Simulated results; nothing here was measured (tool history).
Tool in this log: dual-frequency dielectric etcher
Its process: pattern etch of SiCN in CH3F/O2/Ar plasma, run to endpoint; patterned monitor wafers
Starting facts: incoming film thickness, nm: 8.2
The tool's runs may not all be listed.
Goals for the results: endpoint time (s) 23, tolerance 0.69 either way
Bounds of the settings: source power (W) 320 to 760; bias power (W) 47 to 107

run  hour  source power (W)  bias power (W)  endpoint time (s)
  1     0               540              77             19.879
  2   1.2               540              87             18.684
  3   3.4               600              87             17.865
  4  10.2               680              87             17.199
     13.6  -- bias power generator calibrated
  5  13.6               760              87             15.978
  6  20.2               760              87             15.776
  7  27.5               650              72             18.714
  8  32.8               540              61             21.888
  9  33.5               530              61             22.329

5 candidate next runs follow, results not yet known. Just one meets every target within its allowed miss. Identify it.
  A  34.2               520              63                  ?
  B  34.2               560              59                  ?
  C  34.2               430              69                  ?
  D  34.2               540              66                  ?
  E  34.2               550              66                  ?

move  endpoint time (s)
   A             22.034
   B             21.871
   C             23.305
   D             21.177
   E             20.987
A: further off than the last run
B: further off than the last run
C: all results in spec
D: further off than the last run
E: further off than the last run
Answer: C
